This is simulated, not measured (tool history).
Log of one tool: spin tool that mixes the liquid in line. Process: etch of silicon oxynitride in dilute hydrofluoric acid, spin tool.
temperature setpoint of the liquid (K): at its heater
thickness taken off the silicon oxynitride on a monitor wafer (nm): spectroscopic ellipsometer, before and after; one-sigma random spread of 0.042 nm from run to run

run,hour,temperature setpoint of the liquid (K),parts of water to one part of 49 % hydrofluoric acid (parts by volume),time under the liquid (s),thickness taken off the silicon oxynitride on a monitor wafer (nm)
1,0,294.15,170,320,2.9622
2,0.6,293.65,175,320,2.7267
3,2.4,293.65,175,345,3.0602
4,4.5,293.65,150,345,3.6384
# hour 6.4: hydrofluoric acid flow meter replaced
5,6.4,293.15,160,345,3.4927
6,10.8,296.65,160,345,4.2213
7,18.3,295.65,165,345,3.8321
8,25.3,294.65,170,345,3.5613
9,32,294.15,175,345,3.3072

Predict the results of run 10:
10,40.2,293.65,180,345,?

thickness taken off the silicon oxynitride on a monitor wafer (nm): 3.1291
